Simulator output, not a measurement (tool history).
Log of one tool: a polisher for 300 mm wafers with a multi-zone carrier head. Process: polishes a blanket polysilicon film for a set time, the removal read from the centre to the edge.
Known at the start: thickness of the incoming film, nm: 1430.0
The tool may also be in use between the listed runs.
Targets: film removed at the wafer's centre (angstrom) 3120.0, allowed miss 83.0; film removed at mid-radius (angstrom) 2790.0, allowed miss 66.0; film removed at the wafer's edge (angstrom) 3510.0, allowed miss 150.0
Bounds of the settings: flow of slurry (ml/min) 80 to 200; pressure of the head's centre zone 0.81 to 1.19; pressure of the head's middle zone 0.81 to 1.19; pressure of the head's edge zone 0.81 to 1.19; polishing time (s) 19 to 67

| run | hour | flow of slurry (ml/min) | pressure of the head's centre zone | pressure of the head's middle zone | pressure of the head's edge zone | polishing time (s) | film removed at the wafer's centre (angstrom) | film removed at mid-radius (angstrom) | film removed at the wafer's edge (angstrom) |
|---|---|---|---|---|---|---|---|---|---|
| 1 | 0.0 | 130 | 1.00 | 1.00 | 1.00 | 43 | 4450.5 | 4424.3 | 4511.0 |
| 2 | 5.4 | 130 | 1.00 | 0.97 | 1.00 | 43 | 4479.8 | 4288.0 | 4507.5 |
| 3 | 9.9 | 125 | 0.99 | 0.95 | 1.00 | 42 | 4282.2 | 4067.0 | 4417.8 |
| 4 | 18.6 | 125 | 0.99 | 0.95 | 1.00 | 51 | 5224.7 | 5027.4 | 5109.4 |
| 5 | 20.0 | 120 | 0.98 | 0.93 | 0.99 | 49 | 4888.2 | 4634.1 | 4978.7 |
| 6 | 27.7 | 115 | 0.97 | 0.92 | 0.97 | 47 | 4554.7 | 4393.2 | 4600.6 |
| 7 | 35.8 | 110 | 0.97 | 0.91 | 0.97 | 45 | 4312.8 | 4113.5 | 4519.7 |
| 8 | 37.3 | 90 | 0.95 | 0.81 | 0.88 | 33 | 2915.6 | 2582.6 | 3045.6 |

Which of these 5 next moves meets every target?
| A | 38.8 | 95 | 1.10 | 0.90 | 0.81 | 32 | ? | ? | ? |
| B | 38.8 | 95 | 0.98 | 0.84 | 0.85 | 29 | ? | ? | ? |
| C | 38.8 | 95 | 1.04 | 0.94 | 0.81 | 31 | ? | ? | ? |
| D | 38.8 | 80 | 0.95 | 0.81 | 1.00 | 38 | ? | ? | ? |
| E | 38.8 | 90 | 0.90 | 0.91 | 0.87 | 34 | ? | ? | ? |

| move | film removed at the wafer's centre (angstrom) | film removed at mid-radius (angstrom) | film removed at the wafer's edge (angstrom) |
|---|---|---|---|
| A | 3307.8 | 2768.1 | 2901.1 |
| B | 2667.3 | 2371.3 | 2672.8 |
| C | 3029.3 | 2781.4 | 2809.0 |
| D | 3134.2 | 2822.4 | 3549.6 |
| E | 2807.4 | 2914.1 | 3114.7 |
A: brings the result that was furthest off to its target, and leaves another outside
B: further off than the last run
C: brings the result that was furthest off to its target, and leaves another outside
D: meets every target
E: takes the result that was furthest off past its target
Answer: D

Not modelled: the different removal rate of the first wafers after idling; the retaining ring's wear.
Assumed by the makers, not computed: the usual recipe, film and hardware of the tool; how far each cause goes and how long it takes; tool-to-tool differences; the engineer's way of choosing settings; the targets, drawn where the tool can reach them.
